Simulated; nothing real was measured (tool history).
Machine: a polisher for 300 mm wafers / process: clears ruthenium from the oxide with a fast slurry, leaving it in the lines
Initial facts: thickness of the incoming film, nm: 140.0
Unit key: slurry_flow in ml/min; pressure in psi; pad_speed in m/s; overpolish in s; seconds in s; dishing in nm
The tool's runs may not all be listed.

run,hour,slurry_flow,pressure,pad_speed,slurry_solids,overpolish,seconds,dishing
1,0,190,2.8,1.24,1,11,29.338,34.83
2,8.9,230,2.8,1.24,1,11,29.504,36.275
3,11.8,230,3.1,1.24,1,11,26.779,39.529
4,14.1,230,3.1,1.24,1,14,26.665,47.739
5,19.8,230,3.6,1.24,1,14,23.922,53.211
6,27.1,230,3.6,1.24,0.9,14,23.731,52.901
7,30.2,230,3.6,1.24,0.9,14,23.757,54.049

Forecast run 8:
8,33.9,230,3.2,1.22,0.9,12,?,?

Run 8 came out at seconds 26.551 s, dishing 41.224 nm.
